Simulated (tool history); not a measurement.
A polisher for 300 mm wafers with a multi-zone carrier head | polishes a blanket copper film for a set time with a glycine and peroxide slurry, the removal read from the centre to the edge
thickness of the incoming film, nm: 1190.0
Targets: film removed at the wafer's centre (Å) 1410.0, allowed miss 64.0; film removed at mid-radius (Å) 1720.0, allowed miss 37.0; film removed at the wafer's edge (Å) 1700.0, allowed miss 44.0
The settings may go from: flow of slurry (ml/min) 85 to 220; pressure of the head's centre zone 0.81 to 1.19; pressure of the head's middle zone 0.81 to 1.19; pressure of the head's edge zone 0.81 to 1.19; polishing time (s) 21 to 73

run    day  flow of slurry (ml/min)  pressure of the head's centre zone  pressure of the head's middle zone  pressure of the head's edge zone  polishing time (s)  film removed at the wafer's centre (Å)  film removed at mid-radius (Å)  film removed at the wafer's edge (Å)
  1  0.000                      140                                1.00                                1.00                              1.00                  47                                  2113.2                          2187.1                                2077.5
  2  0.225                      130                                0.96                                0.99                              0.99                  46                                  1922.8                          2079.1                                2019.3
  3  0.475                      110                                0.96                                0.99                              0.99                  46                                  1854.9                          2002.7                                1936.4
  4  0.692                      105                                0.93                                0.98                              0.97                  45                                  1738.5                          1926.5                                1885.0
  5  0.892                      105                                0.93                                1.05                              0.97                  45                                  1731.2                          2045.4                                1886.1
  6  1.183                      100                                0.91                                1.03                              0.95                  44                                  1640.5                          1926.6                                1820.0
  7  1.558                       95                                0.89                                1.02                              0.93                  44                                  1584.9                          1895.3                                1769.2
  8  1.792                       95                                0.87                                1.00                              0.93                  44                                  1560.2                          1838.7                                1767.6
  9  1.846                       95                                0.86                                1.00                              0.93                  44                                  1524.7                          1851.3                                1759.6

Which of these 5 next moves meets every target?
  A  1.900                       95                                0.86                                0.93                              1.09                  42                                       ?                               ?                                     ?
  B  1.900                       85                                0.84                                0.98                              0.94                  43                                       ?                               ?                                     ?
  C  1.900                      140                                0.97                                1.05                              0.90                  40                                       ?                               ?                                     ?
  D  1.900                       85                                0.82                                0.92                              1.11                  43                                       ?                               ?                                     ?
  E  1.900                      105                                0.84                                1.03                              0.91                  45                                       ?                               ?                                     ?

move  film removed at the wafer's centre (Å)  film removed at mid-radius (Å)  film removed at the wafer's edge (Å)
   A                                  1434.7                          1664.6                                1830.9
   B                                  1379.1                          1721.4                                1704.1
   C                                  1720.9                          1930.3                                1695.2
   D                                  1345.4                          1632.5                                1849.7
   E                                  1551.2                          1999.3                                1829.9
A: takes the result that was furthest off past its target
B: meets every target
C: further off than the last run
D: takes the result that was furthest off past its target
E: further off than the last run
The right move is B.
